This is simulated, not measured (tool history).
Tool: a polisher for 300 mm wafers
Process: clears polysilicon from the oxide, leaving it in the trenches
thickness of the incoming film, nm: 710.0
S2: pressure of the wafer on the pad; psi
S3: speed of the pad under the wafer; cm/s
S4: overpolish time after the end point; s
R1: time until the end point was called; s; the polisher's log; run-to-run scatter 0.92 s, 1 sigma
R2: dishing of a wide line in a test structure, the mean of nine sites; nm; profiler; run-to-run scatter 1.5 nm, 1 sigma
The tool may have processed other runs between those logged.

{"run": 1, "hour": 0.0, "flow of slurry (ml/min)": 205, "S2": 2.9, "S3": 82, "S4": 17, "R1": 68.207, "R2": 70.286}
{"run": 2, "hour": 2.8, "flow of slurry (ml/min)": 205, "S2": 3.1, "S3": 82, "S4": 17, "R1": 66.287, "R2": 71.663}
{"run": 3, "hour": 5.8, "flow of slurry (ml/min)": 245, "S2": 3.1, "S3": 82, "S4": 17, "R1": 61.714, "R2": 72.155}
{"run": 4, "hour": 8.5, "flow of slurry (ml/min)": 245, "S2": 3.1, "S3": 82, "S4": 13, "R1": 64.309, "R2": 66.257}
{"run": 5, "hour": 9.9, "flow of slurry (ml/min)": 245, "S2": 3.1, "S3": 82, "S4": 16, "R1": 63.827, "R2": 68.267}
{"run": 6, "hour": 12.1, "flow of slurry (ml/min)": 245, "S2": 3.2, "S3": 82, "S4": 17, "R1": 60.709, "R2": 72.88}
{"run": 7, "hour": 16.5, "flow of slurry (ml/min)": 245, "S2": 3.3, "S3": 82, "S4": 17, "R1": 57.88, "R2": 69.892}
{"run": 8, "hour": 20.5, "flow of slurry (ml/min)": 245, "S2": 3.3, "S3": 84, "S4": 18, "R1": 58.747, "R2": 72.501}
{"run": 9, "hour": 24.1, "flow of slurry (ml/min)": 245, "S2": 3.3, "S3": 84, "S4": 18, "R1": 58.44, "R2": 73.921}
{"run": 10, "hour": 27.9, "flow of slurry (ml/min)": 245, "S2": 3.4, "S3": 84, "S4": 18, "R1": 58.443, "R2": 72.064}

What does the tool deliver on the next run?
{"run": 11, "hour": 35.8, "flow of slurry (ml/min)": 245, "S2": 3.5, "S3": 86, "S4": 19, "R1": "?", "R2": "?"}

R1: 53.612 s
R2: 76.306 nm
